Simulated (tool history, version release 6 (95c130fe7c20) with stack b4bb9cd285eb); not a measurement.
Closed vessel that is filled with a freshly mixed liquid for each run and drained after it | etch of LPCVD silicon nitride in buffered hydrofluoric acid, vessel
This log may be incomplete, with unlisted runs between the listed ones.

| run | hour | temperature setpoint of the liquid (C) | parts of 40 % ammonium fluoride to one part of 49 % hydrofluoric acid (parts by volume) | time in the liquid (s) | thickness taken off the LPCVD silicon nitride on a monitor wafer (Å) |
|---|---|---|---|---|---|
| 1 | 0 | 20 | 14.5 | 1055 | 84.663 |
| 2 | 5.1 | 19.5 | 15 | 1055 | 80.993 |
| 3 | 6.7 | 19.5 | 12 | 1055 | 99.134 |
| 4 | 11.2 | 21 | 12 | 1055 | 109.15 |
| 5 | 16.6 | 23.5 | 12 | 1055 | 124.43 |
| 6 | 23.6 | 26.5 | 12 | 1055 | 147.79 |
| 7 | 27.2 | 24.5 | 13 | 1055 | 121.13 |
| 8 | 32.5 | 23 | 14 | 1055 | 104.2 |
| 9 | 34.2 | 19 | 18 | 1055 | 66.414 |
| 10 | 39.1 | 19 | 18 | 1055 | 65.1 |
| 11 | 39.8 | 18.5 | 18 | 1055 | 62.407 |

Run 12 has not been measured yet. What should we expect?
|  | 47.4 | hydrofluoric acid flow meter replaced |
| 12 | 47.4 | 18 | 18 | 1055 | ? |

thickness taken off the LPCVD silicon nitride on a monitor wafer (Å): 65.213
